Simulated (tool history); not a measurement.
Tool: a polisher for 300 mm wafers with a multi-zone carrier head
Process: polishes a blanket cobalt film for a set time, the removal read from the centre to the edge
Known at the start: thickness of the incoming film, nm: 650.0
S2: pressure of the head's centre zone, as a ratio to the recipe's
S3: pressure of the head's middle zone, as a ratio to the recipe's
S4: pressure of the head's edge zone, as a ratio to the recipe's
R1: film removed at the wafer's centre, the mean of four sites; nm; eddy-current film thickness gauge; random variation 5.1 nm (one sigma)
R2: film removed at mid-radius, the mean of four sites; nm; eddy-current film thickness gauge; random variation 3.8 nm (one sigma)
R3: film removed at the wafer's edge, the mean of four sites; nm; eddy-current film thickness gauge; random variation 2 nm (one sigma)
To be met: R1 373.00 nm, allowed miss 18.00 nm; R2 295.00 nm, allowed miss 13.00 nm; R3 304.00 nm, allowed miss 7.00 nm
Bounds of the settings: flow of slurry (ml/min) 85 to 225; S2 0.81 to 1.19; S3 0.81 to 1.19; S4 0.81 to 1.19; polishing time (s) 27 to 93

run 1 day=0.000 | flow_of_slurry_(ml/min)=145 S2=1.00 S3=1.00 S4=1.00 polishing_time_(s)=59 | R1=204.33 R2=201.14 R3=201.78
run 2 day=0.129 | flow_of_slurry_(ml/min)=145 S2=1.00 S3=1.03 S4=1.00 polishing_time_(s)=59 | R1=199.61 R2=204.53 R3=202.28
run 3 day=0.462 | flow_of_slurry_(ml/min)=165 S2=1.07 S3=1.02 S4=1.03 polishing_time_(s)=65 | R1=235.52 R2=232.32 R3=224.66
run 4 day=0.708 | flow_of_slurry_(ml/min)=175 S2=1.11 S3=0.97 S4=1.03 polishing_time_(s)=72 | R1=281.32 R2=251.55 R3=255.06
run 5 day=0.788 | flow_of_slurry_(ml/min)=185 S2=1.14 S3=0.95 S4=1.02 polishing_time_(s)=76 | R1=308.94 R2=265.31 R3=268.44
run 6 day=0.888 | flow_of_slurry_(ml/min)=185 S2=1.08 S3=0.95 S4=1.02 polishing_time_(s)=76 | R1=285.43 R2=267.05 R3=269.73
run 7 day=1.221 | flow_of_slurry_(ml/min)=180 S2=1.12 S3=0.94 S4=1.01 polishing_time_(s)=79 | R1=312.21 R2=270.64 R3=277.03
-- day=1.388 worn pad replaced by a new one
run 8 day=1.388 | flow_of_slurry_(ml/min)=220 S2=1.19 S3=0.95 S4=1.06 polishing_time_(s)=82 | R1=388.03 R2=301.95 R3=318.85
run 9 day=1.612 | flow_of_slurry_(ml/min)=215 S2=1.19 S3=0.95 S4=1.05 polishing_time_(s)=82 | R1=382.09 R2=300.30 R3=319.18
run 10 day=1.767 | flow_of_slurry_(ml/min)=215 S2=1.19 S3=0.95 S4=1.05 polishing_time_(s)=82 | R1=381.79 R2=302.31 R3=320.38

5 next moves are on the table. One of them brings every result within its allowed miss. Which?
run A day=1.921 | flow_of_slurry_(ml/min)=170 S2=1.19 S3=0.96 S4=1.06 polishing_time_(s)=85 | R1=? R2=? R3=?
run B day=1.921 | flow_of_slurry_(ml/min)=225 S2=1.18 S3=0.89 S4=1.00 polishing_time_(s)=84 | R1=? R2=? R3=?
run C day=1.921 | flow_of_slurry_(ml/min)=225 S2=1.15 S3=0.88 S4=1.07 polishing_time_(s)=87 | R1=? R2=? R3=?
run D day=1.921 | flow_of_slurry_(ml/min)=215 S2=1.04 S3=0.87 S4=1.15 polishing_time_(s)=86 | R1=? R2=? R3=?
run E day=1.921 | flow_of_slurry_(ml/min)=225 S2=1.17 S3=0.92 S4=0.95 polishing_time_(s)=81 | R1=? R2=? R3=?

move=A R1=382.19 R2=300.53 R3=321.17
move=B R1=392.87 R2=291.17 R3=321.13
move=C R1=396.46 R2=298.78 R3=340.95
move=D R1=351.73 R2=290.93 R3=344.88
move=E R1=375.69 R2=288.64 R3=304.00
A: as far off as the last run
B: as far off as the last run
C: further off than the last run
D: further off than the last run
E: meets every target
Move E is the one to make.
